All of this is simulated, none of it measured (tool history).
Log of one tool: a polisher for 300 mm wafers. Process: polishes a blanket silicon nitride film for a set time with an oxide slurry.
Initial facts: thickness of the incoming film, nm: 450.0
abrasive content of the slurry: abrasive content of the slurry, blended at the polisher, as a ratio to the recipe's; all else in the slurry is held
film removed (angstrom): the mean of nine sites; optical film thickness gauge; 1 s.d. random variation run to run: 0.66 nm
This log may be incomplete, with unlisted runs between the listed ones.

run	hour	flow of slurry (ml/min)	pressure of the wafer on the pad (kPa)	speed of the pad under the wafer (m/s)	abrasive content of the slurry	polishing time (s)	film removed (angstrom)
1	0	125	20.7	1.18	1	46	310
2	8.2	130	23.4	1.2	1	46	351.97
3	9.2	130	25.5	1.22	1	46	375.91
4	12.2	130	21.4	1.22	1	46	327.47
5	16.3	130	21.4	0.92	1	46	279.53
6	24.3	145	21.4	0.92	1	46	286.21

Run 7 comes next. What will it give?
7	26.5	155	26.9	1	1	46	?

Run 7 measured film removed (angstrom) 371.67.
